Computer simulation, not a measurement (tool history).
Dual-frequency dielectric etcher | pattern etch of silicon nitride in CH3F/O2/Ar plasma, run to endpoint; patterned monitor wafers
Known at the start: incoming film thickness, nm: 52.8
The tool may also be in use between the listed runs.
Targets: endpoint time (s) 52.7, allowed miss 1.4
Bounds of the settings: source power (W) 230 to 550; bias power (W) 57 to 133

run	hour	source power (W)	bias power (W)	endpoint time (s)
1	0	390	95	64.163
2	5	430	100	59.483
3	7.5	450	101	57.131
4	16	450	108	55.541
5	20.3	480	108	54.243
6	22.8	480	93	57.288
7	28.7	490	94	56.692
8	30.7	500	95	55.994
9	36.5	510	96	54.368
10	38.9	520	96	54.294
11	45.3	530	96	54.491

Which of these 4 next moves meets every target?
A	51.7	460	98	?
B	51.7	510	89	?
C	51.7	440	111	?
D	51.7	550	98	?

move	endpoint time (s)
A	57.947
B	57.265
C	56.22
D	52.978
A: further off than the last run
B: further off than the last run
C: further off than the last run
D: meets every target
Move D is the one to make.
